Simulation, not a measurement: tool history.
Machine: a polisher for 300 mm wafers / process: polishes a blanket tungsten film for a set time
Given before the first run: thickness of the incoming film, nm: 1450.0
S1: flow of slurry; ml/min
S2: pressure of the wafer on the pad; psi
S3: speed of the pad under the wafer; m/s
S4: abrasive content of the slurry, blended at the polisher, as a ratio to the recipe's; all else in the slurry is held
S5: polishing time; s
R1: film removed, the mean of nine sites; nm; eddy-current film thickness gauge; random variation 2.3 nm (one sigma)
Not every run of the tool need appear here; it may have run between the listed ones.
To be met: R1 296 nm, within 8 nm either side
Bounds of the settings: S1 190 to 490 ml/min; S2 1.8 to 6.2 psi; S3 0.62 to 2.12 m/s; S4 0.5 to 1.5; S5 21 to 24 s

Run 1, hour 0: S1 315 ml/min, S2 4 psi, S3 1.36 m/s, S4 1, S5 24 s. Result: R1 179.89 nm.
Run 2, hour 2.5: S1 315 ml/min, S2 4.5 psi, S3 1.36 m/s, S4 1, S5 24 s. Result: R1 193.24 nm.
Run 3, hour 5.1: S1 315 ml/min, S2 4.5 psi, S3 1.54 m/s, S4 1, S5 24 s. Result: R1 212.44 nm.
Run 4, hour 7.9: S1 315 ml/min, S2 4.5 psi, S3 1.2 m/s, S4 1, S5 24 s. Result: R1 168.32 nm.
Run 5, hour 14.1: S1 315 ml/min, S2 4.9 psi, S3 1.3 m/s, S4 1, S5 24 s. Result: R1 194.03 nm.
Run 6, hour 21.5: S1 315 ml/min, S2 4.9 psi, S3 1.3 m/s, S4 1, S5 24 s. Result: R1 196.21 nm.
Run 7, hour 22.5: S1 325 ml/min, S2 6 psi, S3 1.44 m/s, S4 1, S5 24 s. Result: R1 245.71 nm.
Run 8, hour 28.8: S1 325 ml/min, S2 6 psi, S3 1.5 m/s, S4 1, S5 24 s. Result: R1 257.61 nm.
Run 9, hour 34.5: S1 325 ml/min, S2 6 psi, S3 1.54 m/s, S4 1, S5 24 s. Result: R1 266.26 nm.
Run 10, hour 38: S1 325 ml/min, S2 6 psi, S3 1.56 m/s, S4 1, S5 24 s. Result: R1 264.21 nm.
Run 11, hour 46.9: S1 325 ml/min, S2 6 psi, S3 1.56 m/s, S4 1, S5 24 s. Result: R1 263.35 nm.
Run 12, hour 51.5: S1 325 ml/min, S2 6 psi, S3 1.6 m/s, S4 1, S5 24 s. Result: R1 272.88 nm.
Run 13, hour 56.2: S1 325 ml/min, S2 6 psi, S3 1.62 m/s, S4 1, S5 24 s. Result: R1 276.81 nm.
Run 14, hour 60.8: S1 330 ml/min, S2 6.2 psi, S3 1.64 m/s, S4 1, S5 24 s. Result: R1 287.25 nm.

4 candidate next runs follow, results not yet known. Just one meets every target within its allowed miss. Identify it.
Run A, hour 65.4: S1 325 ml/min, S2 6.1 psi, S3 1.82 m/s, S4 0.75, S5 23 s. Result: R1 ?.
Run B, hour 65.4: S1 335 ml/min, S2 6.2 psi, S3 1.96 m/s, S4 0.95, S5 23 s. Result: R1 ?.
Run C, hour 65.4: S1 330 ml/min, S2 6 psi, S3 1.62 m/s, S4 1.05, S5 23 s. Result: R1 ?.
Run D, hour 65.4: S1 345 ml/min, S2 6 psi, S3 2 m/s, S4 0.95, S5 21 s. Result: R1 ?.

move      R1
   A  270.09
   B  318.27
   C  266.01
   D  290.68
A: misses by more than the last run did
B: moves the result that the last run missed by most past its target, out the other side
C: misses by more than the last run did
D: meets every target
Answer: D

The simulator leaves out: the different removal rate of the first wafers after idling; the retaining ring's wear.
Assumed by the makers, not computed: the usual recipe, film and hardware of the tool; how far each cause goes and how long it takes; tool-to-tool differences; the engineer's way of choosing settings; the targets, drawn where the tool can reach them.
